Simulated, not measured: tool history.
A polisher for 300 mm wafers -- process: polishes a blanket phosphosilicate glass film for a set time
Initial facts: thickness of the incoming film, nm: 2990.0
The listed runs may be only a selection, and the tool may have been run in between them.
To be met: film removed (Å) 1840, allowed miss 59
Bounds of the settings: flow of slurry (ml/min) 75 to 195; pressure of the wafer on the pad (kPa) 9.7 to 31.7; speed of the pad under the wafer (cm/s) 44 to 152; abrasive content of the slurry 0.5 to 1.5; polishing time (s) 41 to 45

run	hour	flow of slurry (ml/min)	pressure of the wafer on the pad (kPa)	speed of the pad under the wafer (cm/s)	abrasive content of the slurry	polishing time (s)	film removed (Å)
1	0	125	20.7	98	1	45	3035.7
2	8.7	120	17.9	98	1	45	2622.6
3	9.5	120	17.9	98	1.05	45	2691.7
4	12	115	15.9	98	1.05	45	2407.4
5	16.8	115	15.9	106	1.05	45	2499.8
6	24.2	115	15.9	92	1.05	45	2337.9
7	32.9	110	14.5	92	1.05	45	2166.3
8	41.3	105	13.8	92	1.05	45	2072.1
9	46.9	100	13.1	92	1.05	45	1942.6
10	48.6	95	13.1	92	1.05	45	1926.4

Of the 5 settings listed for the next run, only one would bring every result within its allowed miss of target. Which one?
A	50.3	80	13.8	88	1	42	?
B	50.3	100	14.5	80	1.15	44	?
C	50.3	90	13.1	78	1.05	43	?
D	50.3	95	14.5	84	1.05	44	?
E	50.3	105	13.1	100	1	41	?

move	film removed (Å)
A	1691.9
B	1936.8
C	1640.8
D	1908.7
E	1810.1
A: takes the biggest miss from the last run beyond its target
B: the biggest miss grows against the last run
C: takes the biggest miss from the last run beyond its target
D: nearer than the last run, and not there yet
E: all results land within tolerance of their targets
Go with E: it meets all targets.
